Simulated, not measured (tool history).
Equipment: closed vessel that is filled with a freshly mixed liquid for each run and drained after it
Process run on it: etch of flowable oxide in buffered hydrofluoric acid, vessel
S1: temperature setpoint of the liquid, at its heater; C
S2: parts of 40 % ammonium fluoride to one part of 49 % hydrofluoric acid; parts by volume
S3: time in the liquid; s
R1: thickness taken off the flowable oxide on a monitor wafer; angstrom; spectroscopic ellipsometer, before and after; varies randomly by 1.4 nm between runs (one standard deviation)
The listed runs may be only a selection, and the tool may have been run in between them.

Run 1, hour 0: S1 24 C, S2 13.5 parts by volume, S3 30 s. Result: R1 866.12 angstrom.
Run 2, hour 3.4: S1 26 C, S2 11.5 parts by volume, S3 30 s. Result: R1 1126.7 angstrom.
Run 3, hour 6.1: S1 26 C, S2 13 parts by volume, S3 30 s. Result: R1 1005.7 angstrom.
Run 4, hour 14.7: S1 26 C, S2 13 parts by volume, S3 30 s. Result: R1 998.61 angstrom.
Run 5, hour 22.1: S1 27.5 C, S2 11.5 parts by volume, S3 30 s. Result: R1 1245.3 angstrom.
Run 6, hour 27.6: S1 27.5 C, S2 11.5 parts by volume, S3 30 s. Result: R1 1230.8 angstrom.
Run 7, hour 29.4: S1 28.5 C, S2 10.5 parts by volume, S3 30 s. Result: R1 1428.2 angstrom.

Predict the results of run 8:
Run 8, hour 34.7: S1 29.5 C, S2 10 parts by volume, S3 30 s. Result: R1 ?.

R1: 1550.9 angstrom

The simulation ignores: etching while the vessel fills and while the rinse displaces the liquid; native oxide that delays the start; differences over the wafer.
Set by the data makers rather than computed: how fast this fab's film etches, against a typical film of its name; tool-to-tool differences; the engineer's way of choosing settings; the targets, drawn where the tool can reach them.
